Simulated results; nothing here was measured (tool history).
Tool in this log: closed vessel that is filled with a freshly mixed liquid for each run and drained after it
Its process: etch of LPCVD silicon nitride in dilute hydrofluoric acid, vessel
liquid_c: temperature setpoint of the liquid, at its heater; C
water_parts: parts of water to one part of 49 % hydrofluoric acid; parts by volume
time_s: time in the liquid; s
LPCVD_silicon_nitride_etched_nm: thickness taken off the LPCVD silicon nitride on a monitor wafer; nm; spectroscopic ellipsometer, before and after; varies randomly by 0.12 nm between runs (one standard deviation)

run  hour  liquid_c  water_parts  time_s  LPCVD_silicon_nitride_etched_nm
  1   0.0        22           70     940                           5.0639
  2   2.3        23           65     940                           5.7587
  3   5.0        24           60     940                           6.7552
  4  13.6        22           60     940                           5.8102
  5  15.4        23           55     940                           6.7926
  6  19.0        24           55     940                           7.2874
  7  19.7        25           55     940                           7.7752
  8  21.3        26           55     940                           8.3636
  9  22.9        30           40     940                          14.9380

Run 10, settings as shown, results not yet in. Your forecast:
 10  25.9        29           40     940                                ?

LPCVD_silicon_nitride_etched_nm: 13.8980 nm
